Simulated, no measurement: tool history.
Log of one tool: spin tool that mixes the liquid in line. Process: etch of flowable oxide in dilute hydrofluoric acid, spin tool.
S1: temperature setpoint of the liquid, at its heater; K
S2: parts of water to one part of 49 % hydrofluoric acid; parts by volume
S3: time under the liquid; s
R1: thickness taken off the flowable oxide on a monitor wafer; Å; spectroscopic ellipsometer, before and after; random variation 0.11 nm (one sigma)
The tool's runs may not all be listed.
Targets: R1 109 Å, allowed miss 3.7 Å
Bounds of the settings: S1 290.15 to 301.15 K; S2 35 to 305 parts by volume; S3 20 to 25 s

run	hour	S1	S2	S3	R1
1	0	293.15	170	25	53.051
2	6.3	296.65	170	25	60.86
3	11.5	296.65	200	25	50.04
4	13.4	298.65	200	25	54.631
5	14.9	298.65	255	25	39.719
6	23.3	298.65	255	25	39.654
7	28.3	299.15	210	25	51.319
8	33.9	299.65	175	25	65.74
9	42	300.15	155	25	77.074
10	46.5	300.65	140	25	89.479
11	47.1	300.65	135	25	93.925
12	54.5	300.65	130	25	95.685
13	58.5	301.15	110	25	120.41
14	60.5	300.65	110	25	115
15	63.6	300.15	110	25	114.31
16	72.2	299.65	110	25	111.11

4 next moves are on the table. One of them brings every result within its allowed miss. Which?
A	80.8	300.15	110	25	?
B	80.8	298.15	100	25	?
C	80.8	297.15	95	25	?
D	80.8	297.15	105	25	?

move	R1
A	113.78
B	117.32
C	119.45
D	106.75
A: further off than the last run
B: further off than the last run
C: further off than the last run
D: meets every target
The right move is D.
